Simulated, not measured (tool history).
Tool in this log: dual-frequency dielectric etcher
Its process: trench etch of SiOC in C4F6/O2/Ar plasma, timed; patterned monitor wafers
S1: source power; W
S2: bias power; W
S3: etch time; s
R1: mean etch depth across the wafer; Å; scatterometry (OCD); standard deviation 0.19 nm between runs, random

run,hour,S1,S2,S3,R1
1,0,480,150,18.5,403.72
2,7.8,430,145,18.5,387.23
3,14.5,390,138,18.5,367.64
4,21.4,370,136,18.5,355.57
5,28.3,360,135,18.5,352.26
6,34.9,360,158,18.5,368.49
7,41.4,360,158,18.5,373.12
8,43.6,340,153,18.5,357.25

Expected results for the next run?
9,45.4,330,152,18.5,?

{"run 9": {"R1": 354.96}}

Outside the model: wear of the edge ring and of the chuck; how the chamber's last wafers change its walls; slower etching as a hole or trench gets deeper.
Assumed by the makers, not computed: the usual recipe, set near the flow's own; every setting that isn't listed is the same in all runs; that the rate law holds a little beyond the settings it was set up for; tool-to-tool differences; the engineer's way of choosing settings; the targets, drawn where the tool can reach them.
